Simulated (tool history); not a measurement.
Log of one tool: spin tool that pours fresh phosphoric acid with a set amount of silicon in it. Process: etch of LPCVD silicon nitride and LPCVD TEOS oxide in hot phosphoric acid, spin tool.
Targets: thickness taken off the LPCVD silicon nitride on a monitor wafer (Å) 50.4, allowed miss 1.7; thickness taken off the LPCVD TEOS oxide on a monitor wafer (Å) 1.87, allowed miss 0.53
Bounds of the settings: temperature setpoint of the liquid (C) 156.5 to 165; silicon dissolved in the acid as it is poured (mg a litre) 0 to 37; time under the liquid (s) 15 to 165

| run | hour | temperature setpoint of the liquid (C) | silicon dissolved in the acid as it is poured (mg a litre) | time under the liquid (s) | thickness taken off the LPCVD silicon nitride on a monitor wafer (Å) | thickness taken off the LPCVD TEOS oxide on a monitor wafer (Å) |
|---|---|---|---|---|---|---|
| 1 | 0 | 160 | 16 | 85 | 86.593 | 2.5589 |
| 2 | 3.1 | 158.5 | 16 | 85 | 83.236 | 2.8149 |
| 3 | 10.8 | 158.5 | 16 | 115 | 109.9 | 2.99 |
| 4 | 17.8 | 158.5 | 16.5 | 105 | 102.7 | 3.1022 |
| 5 | 21.9 | 158.5 | 17 | 100 | 94.835 | 3.054 |
| 6 | 26.6 | 156.5 | 17 | 100 | 90.027 | 2.648 |
| 7 | 34.8 | 156.5 | 17 | 95 | 86.436 | 2.572 |
| 8 | 39.4 | 156.5 | 17 | 90 | 80.892 | 2.3118 |
| 9 | 44 | 156.5 | 16 | 85 | 75.416 | 2.3016 |
| 10 | 47.6 | 156.5 | 15.5 | 80 | 73.643 | 2.2243 |
| 11 | 50.5 | 156.5 | 14.5 | 75 | 68.154 | 1.865 |
| 12 | 54.9 | 156.5 | 16.5 | 70 | 62.068 | 1.8113 |
| 13 | 60.3 | 157 | 16.5 | 70 | 64.734 | 1.6847 |
| 14 | 67.2 | 156.5 | 6 | 50 | 44.584 | 1.6682 |
| 15 | 71.1 | 156.5 | 6.5 | 50 | 44.988 | 1.7396 |
| 16 | 80 | 156.5 | 7 | 50 | 45.682 | 1.6555 |
| 17 | 87.5 | 157.5 | 7.5 | 50 | 45.836 | 1.7094 |
| 18 | 94.3 | 158.5 | 9 | 50 | 48.035 | 1.725 |

Which of these 4 next moves meets every target?
| A | 101.1 | 156.5 | 0 | 50 | ? | ? |
| B | 101.1 | 157 | 0.5 | 50 | ? | ? |
| C | 101.1 | 160 | 10.5 | 50 | ? | ? |
| D | 101.1 | 158.5 | 10.5 | 45 | ? | ? |

| move | thickness taken off the LPCVD silicon nitride on a monitor wafer (Å) | thickness taken off the LPCVD TEOS oxide on a monitor wafer (Å) |
|---|---|---|
| A | 45.384 | 1.6738 |
| B | 46.164 | 1.7222 |
| C | 51.094 | 1.759 |
| D | 43.717 | 1.416 |
A: further off than the last run
B: further off than the last run
C: meets every target
D: further off than the last run
The right move is C.

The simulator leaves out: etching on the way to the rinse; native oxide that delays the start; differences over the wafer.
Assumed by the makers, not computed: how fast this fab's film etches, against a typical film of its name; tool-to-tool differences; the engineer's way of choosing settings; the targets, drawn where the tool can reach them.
